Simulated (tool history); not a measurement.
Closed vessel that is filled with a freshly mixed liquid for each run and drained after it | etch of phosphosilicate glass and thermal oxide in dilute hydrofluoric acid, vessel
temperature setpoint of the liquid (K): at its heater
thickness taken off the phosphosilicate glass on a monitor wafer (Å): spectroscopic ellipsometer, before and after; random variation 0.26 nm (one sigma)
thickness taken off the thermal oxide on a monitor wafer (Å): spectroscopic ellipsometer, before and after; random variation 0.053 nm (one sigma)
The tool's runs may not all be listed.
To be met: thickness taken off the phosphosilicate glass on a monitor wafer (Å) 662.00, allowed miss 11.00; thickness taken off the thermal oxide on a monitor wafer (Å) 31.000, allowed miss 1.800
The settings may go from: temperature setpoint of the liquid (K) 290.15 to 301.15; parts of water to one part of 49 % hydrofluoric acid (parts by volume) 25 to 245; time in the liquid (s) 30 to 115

| run | hour | temperature setpoint of the liquid (K) | parts of water to one part of 49 % hydrofluoric acid (parts by volume) | time in the liquid (s) | thickness taken off the phosphosilicate glass on a monitor wafer (Å) | thickness taken off the thermal oxide on a monitor wafer (Å) |
|---|---|---|---|---|---|---|
| 1 | 0.0 | 293.15 | 135 | 60 | 385.15 | 18.107 |
| 2 | 8.0 | 295.15 | 135 | 60 | 420.97 | 19.138 |
| 3 | 13.5 | 295.15 | 135 | 70 | 488.09 | 23.200 |
| 4 | 14.6 | 296.65 | 130 | 70 | 544.54 | 26.282 |
| 5 | 21.4 | 298.15 | 130 | 70 | 572.71 | 26.718 |
| 6 | 29.3 | 299.15 | 130 | 70 | 599.73 | 28.196 |
| 7 | 36.5 | 299.65 | 130 | 70 | 605.78 | 28.345 |
| 8 | 44.0 | 300.15 | 130 | 70 | 623.66 | 28.678 |

Which of these 4 next moves meets every target?
| A | 51.5 | 301.15 | 155 | 80 | ? | ? |
| B | 51.5 | 301.15 | 115 | 65 | ? | ? |
| C | 51.5 | 300.15 | 115 | 65 | ? | ? |
| D | 51.5 | 299.65 | 135 | 70 | ? | ? |

| move | thickness taken off the phosphosilicate glass on a monitor wafer (Å) | thickness taken off the thermal oxide on a monitor wafer (Å) |
|---|---|---|
| A | 592.38 | 27.758 |
| B | 682.80 | 31.994 |
| C | 657.40 | 30.804 |
| D | 577.03 | 27.038 |
A: further off than the last run
B: takes the result that was furthest off past its target
C: meets every target
D: further off than the last run
Answer: C
